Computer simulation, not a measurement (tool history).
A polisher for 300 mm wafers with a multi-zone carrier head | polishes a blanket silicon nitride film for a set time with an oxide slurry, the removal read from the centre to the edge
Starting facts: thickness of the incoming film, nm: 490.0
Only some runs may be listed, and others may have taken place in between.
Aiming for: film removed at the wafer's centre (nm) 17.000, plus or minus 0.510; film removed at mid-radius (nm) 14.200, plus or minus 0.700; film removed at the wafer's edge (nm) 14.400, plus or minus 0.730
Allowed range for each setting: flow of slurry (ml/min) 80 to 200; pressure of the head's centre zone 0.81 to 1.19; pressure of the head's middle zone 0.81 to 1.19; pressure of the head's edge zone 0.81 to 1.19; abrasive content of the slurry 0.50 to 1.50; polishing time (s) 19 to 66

run    day  flow of slurry (ml/min)  pressure of the head's centre zone  pressure of the head's middle zone  pressure of the head's edge zone  abrasive content of the slurry  polishing time (s)  film removed at the wafer's centre (nm)  film removed at mid-radius (nm)  film removed at the wafer's edge (nm)
  1  0.000                      130                                1.00                                1.00                              1.00                            1.00                  42                                   24.528                           25.328                                 26.232
  2  0.275                      130                                1.00                                1.00                              1.00                            1.20                  42                                   26.592                           27.972                                 27.275
  3  0.338                      135                                1.05                                1.01                              0.96                            1.05                  37                                   23.526                           23.607                                 22.765
  4  0.396                      140                                1.08                                1.00                              0.93                            0.90                  34                                   21.286                           20.243                                 19.508
  5  0.550                      140                                1.08                                1.00                              0.93                            0.85                  34                                   20.584                           19.879                                 18.903
  6  0.800                      140                                1.08                                1.00                              0.93                            0.85                  43                                   25.970                           25.444                                 24.605
  7  0.875                      145                                1.09                                0.97                              0.91                            0.75                  39                                   22.839                           21.115                                 20.569
  8  1.242                      145                                1.08                                0.94                              0.89                            0.70                  37                                   20.932                           19.491                                 19.169
  9  1.483                      140                                1.10                                0.92                              0.88                            0.65                  35                                   19.123                           17.008                                 17.129
 10  1.571                      105                                1.15                                0.90                              0.81                            0.55                  35                                   15.671                           13.817                                 14.215

Consider the 5 candidate settings below. Which is the only one whose results all fall within their allowed miss of target?
  A  1.658                      110                                1.08                                0.91                              0.81                            0.65                  33                                        ?                                ?                                      ?
  B  1.658                      110                                1.08                                0.82                              0.85                            0.55                  39                                        ?                                ?                                      ?
  C  1.658                      120                                1.11                                0.90                              0.83                            0.50                  36                                        ?                                ?                                      ?
  D  1.658                       80                                1.15                                0.81                              0.96                            0.65                  38                                        ?                                ?                                      ?
  E  1.658                      155                                1.18                                0.94                              0.94                            0.55                  31                                        ?                                ?                                      ?

move  film removed at the wafer's centre (nm)  film removed at mid-radius (nm)  film removed at the wafer's edge (nm)
   A                                   15.424                           14.328                                 14.434
   B                                   16.754                           14.293                                 16.044
   C                                   15.801                           14.077                                 14.266
   D                                   15.215                           12.585                                 16.249
   E                                   16.851                           14.462                                 14.488
A: moves away from the targets compared with the last run
B: the furthest-off result lands on target, but another misses its tolerance
C: nearer than the last run, and not there yet
D: moves away from the targets compared with the last run
E: every result lands within tolerance
The move that meets every target is E.

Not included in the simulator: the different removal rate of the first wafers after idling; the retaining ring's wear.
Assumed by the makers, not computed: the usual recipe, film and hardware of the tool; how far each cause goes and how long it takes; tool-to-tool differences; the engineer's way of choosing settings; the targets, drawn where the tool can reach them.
